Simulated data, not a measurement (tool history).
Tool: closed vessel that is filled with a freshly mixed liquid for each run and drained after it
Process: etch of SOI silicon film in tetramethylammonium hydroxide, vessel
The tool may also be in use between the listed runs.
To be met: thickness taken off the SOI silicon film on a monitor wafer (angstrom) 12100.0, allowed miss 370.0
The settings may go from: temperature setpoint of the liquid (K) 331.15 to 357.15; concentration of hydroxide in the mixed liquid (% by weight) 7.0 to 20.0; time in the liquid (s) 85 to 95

| run | hour | temperature setpoint of the liquid (K) | concentration of hydroxide in the mixed liquid (% by weight) | time in the liquid (s) | thickness taken off the SOI silicon film on a monitor wafer (angstrom) |
|---|---|---|---|---|---|
| 1 | 0.0 | 344.15 | 13.5 | 85 | 5114.9 |
| 2 | 5.2 | 346.65 | 13.0 | 85 | 6033.2 |
| 3 | 13.7 | 343.15 | 13.0 | 85 | 4860.1 |
| 4 | 20.5 | 348.65 | 13.0 | 85 | 6736.6 |
| 5 | 24.1 | 348.65 | 13.0 | 95 | 7567.8 |
| 6 | 26.2 | 350.15 | 13.0 | 95 | 8250.8 |
| 7 | 31.9 | 351.65 | 13.0 | 95 | 8912.9 |
|  | 36.3 | thermometer replaced |
| 8 | 36.3 | 357.15 | 13.0 | 95 | 13170.0 |

4 next moves are on the table. One of them brings every result within its allowed miss. Which?
| A | 40.7 | 356.15 | 14.5 | 90 | ? |
| B | 40.7 | 356.65 | 15.5 | 95 | ? |
| C | 40.7 | 355.65 | 15.0 | 95 | ? |
| D | 40.7 | 355.15 | 13.0 | 90 | ? |

| move | thickness taken off the SOI silicon film on a monitor wafer (angstrom) |
|---|---|
| A | 11394.0 |
| B | 12002.0 |
| C | 11487.0 |
| D | 11386.0 |
A: takes the result that was furthest off past its target
B: meets every target
C: takes the result that was furthest off past its target
D: takes the result that was furthest off past its target
Move B is the one to make.

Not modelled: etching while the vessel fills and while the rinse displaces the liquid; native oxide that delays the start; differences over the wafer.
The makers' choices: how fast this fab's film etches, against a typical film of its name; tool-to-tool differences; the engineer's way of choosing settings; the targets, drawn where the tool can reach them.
